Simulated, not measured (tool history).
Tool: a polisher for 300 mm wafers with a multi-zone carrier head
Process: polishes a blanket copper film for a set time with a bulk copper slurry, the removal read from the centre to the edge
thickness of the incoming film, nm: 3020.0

run  hour  flow of slurry (ml/min)  pressure of the head's centre zone  pressure of the head's middle zone  pressure of the head's edge zone  abrasive content of the slurry  polishing time (s)  film removed at the wafer's centre (Å)  film removed at mid-radius (Å)  film removed at the wafer's edge (Å)
  1   0.0                      300                                1.00                                1.00                              1.00                            1.00                  55                                  5440.2                          5357.6                                5433.9
  2   3.8                      305                                1.00                                1.02                              1.01                            1.05                  55                                  5493.7                          5530.6                                5451.4
  3  12.1                      305                                1.00                                1.02                              0.97                            1.05                  55                                  5485.8                          5436.0                                5368.1
  4  18.5                      305                                1.00                                1.07                              0.97                            1.05                  55                                  5500.4                          5676.1                                5442.8
  5  22.1                      380                                1.00                                1.07                              0.97                            1.05                  55                                  5615.7                          5808.7                                5473.5
  6  28.7                      380                                1.00                                1.07                              0.97                            0.85                  55                                  5352.1                          5535.5                                5057.5

Run 7 comes next. What will it give?
  7  29.3                      380                                0.99                                1.08                              0.98                            0.90                  55                                       ?                               ?                                     ?

{"run 7": {"film removed at the wafer's centre (Å)": 5346.7, "film removed at mid-radius (Å)": 5624.9, "film removed at the wafer's edge (Å)": 5381.1}}

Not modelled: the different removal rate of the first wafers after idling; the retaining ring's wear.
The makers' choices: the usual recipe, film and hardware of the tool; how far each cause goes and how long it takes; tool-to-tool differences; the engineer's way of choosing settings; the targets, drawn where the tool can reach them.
